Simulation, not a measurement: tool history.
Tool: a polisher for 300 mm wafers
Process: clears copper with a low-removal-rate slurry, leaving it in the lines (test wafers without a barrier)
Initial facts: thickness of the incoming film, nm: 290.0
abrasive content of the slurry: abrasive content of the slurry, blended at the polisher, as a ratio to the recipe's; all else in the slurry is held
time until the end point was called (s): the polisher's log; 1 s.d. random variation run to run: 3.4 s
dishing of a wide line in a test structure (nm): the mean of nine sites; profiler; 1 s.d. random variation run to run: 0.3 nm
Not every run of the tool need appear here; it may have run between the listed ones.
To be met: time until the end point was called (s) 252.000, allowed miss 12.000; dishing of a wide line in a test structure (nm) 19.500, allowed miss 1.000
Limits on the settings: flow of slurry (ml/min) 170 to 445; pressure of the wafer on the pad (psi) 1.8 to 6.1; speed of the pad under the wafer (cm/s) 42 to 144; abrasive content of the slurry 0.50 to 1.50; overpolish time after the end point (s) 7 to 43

run,day,flow of slurry (ml/min),pressure of the wafer on the pad (psi),speed of the pad under the wafer (cm/s),abrasive content of the slurry,overpolish time after the end point (s),time until the end point was called (s),dishing of a wide line in a test structure (nm)
1,0.000,285,3.9,92,1.00,22,104.150,47.180
2,0.108,285,3.9,92,1.15,22,107.430,46.417
3,0.283,285,3.9,92,1.15,25,104.930,52.073
4,0.538,285,3.9,92,1.25,25,100.460,53.574
5,0.783,285,3.9,92,1.45,25,99.764,54.605
6,1.142,285,3.9,78,1.45,25,118.940,46.628
7,1.338,285,3.5,74,1.45,24,135.510,40.032
8,1.521,285,3.2,70,1.45,23,156.310,33.798
9,1.829,285,2.9,68,1.45,22,173.150,29.843
10,1.892,285,2.7,66,1.45,21,195.250,24.922

Below are 4 possible settings for the next run. Only one of them brings all results inside the allowed miss of their targets. Which is it?
A,1.954,320,2.1,70,1.50,19,?,?
B,1.954,305,2.3,66,1.40,19,?,?
C,1.954,280,2.7,50,1.40,21,?,?
D,1.954,305,2.1,66,1.30,18,?,?

move,time until the end point was called (s),dishing of a wide line in a test structure (nm)
A,226.010,19.337
B,222.670,19.661
C,247.210,19.663
D,246.230,16.955
A: the worst result of the last run now meets its target, but another is out of spec
B: the worst result of the last run now meets its target, but another is out of spec
C: every result within its allowed miss
D: the result that was furthest off in the last run now lies on the other side of its target
C meets every target.
